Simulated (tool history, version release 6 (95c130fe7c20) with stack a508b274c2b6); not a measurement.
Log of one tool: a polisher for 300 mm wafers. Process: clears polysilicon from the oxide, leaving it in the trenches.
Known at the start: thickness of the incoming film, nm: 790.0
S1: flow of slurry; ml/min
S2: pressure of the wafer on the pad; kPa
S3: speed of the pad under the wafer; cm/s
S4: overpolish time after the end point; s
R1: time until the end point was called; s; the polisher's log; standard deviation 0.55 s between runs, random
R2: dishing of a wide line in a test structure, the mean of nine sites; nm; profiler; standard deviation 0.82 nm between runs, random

run 1 hour=0.0 | S1=230 S2=15.9 S3=128 S4=10 | R1=45.781 R2=58.351
run 2 hour=3.7 | S1=230 S2=15.9 S3=128 S4=9 | R1=46.357 R2=56.864
run 3 hour=11.6 | S1=230 S2=17.2 S3=128 S4=9 | R1=43.920 R2=55.922
run 4 hour=16.1 | S1=230 S2=17.2 S3=156 S4=9 | R1=36.128 R2=55.904
run 5 hour=19.1 | S1=285 S2=17.2 S3=156 S4=9 | R1=35.570 R2=57.494
run 6 hour=22.4 | S1=255 S2=16.5 S3=160 S4=8 | R1=36.797 R2=57.771
run 7 hour=26.9 | S1=230 S2=17.9 S3=142 S4=7 | R1=36.978 R2=54.701
run 8 hour=27.4 | S1=210 S2=18.6 S3=128 S4=6 | R1=41.045 R2=52.851
run 9 hour=31.5 | S1=210 S2=18.6 S3=128 S4=6 | R1=39.985 R2=52.676
run 10 hour=39.5 | S1=195 S2=19.3 S3=118 S4=5 | R1=42.740 R2=47.103
run 11 hour=41.4 | S1=185 S2=20.7 S3=110 S4=5 | R1=43.251 R2=47.278
run 12 hour=44.0 | S1=175 S2=21.4 S3=106 S4=5 | R1=42.337 R2=45.197
run 13 hour=45.7 | S1=170 S2=22.1 S3=100 S4=5 | R1=44.475 R2=47.037
run 14 hour=51.6 | S1=165 S2=22.8 S3=98 S4=5 | R1=44.446 R2=46.517
run 15 hour=52.9 | S1=160 S2=23.4 S3=96 S4=5 | R1=43.412 R2=47.293
run 16 hour=54.1 | S1=155 S2=22.8 S3=98 S4=5 | R1=43.796 R2=48.307
run 17 hour=58.6 | S1=220 S2=24.8 S3=72 S4=3 | R1=50.643 R2=33.883
run 18 hour=65.4 | S1=220 S2=24.8 S3=76 S4=3 | R1=47.666 R2=34.108

The next listed run, before its measurement:
run 19 hour=68.0 | S1=225 S2=24.8 S3=90 S4=6 | R1=? R2=?

Run 19 yielded R1 42.002 s, R2 50.160 nm.
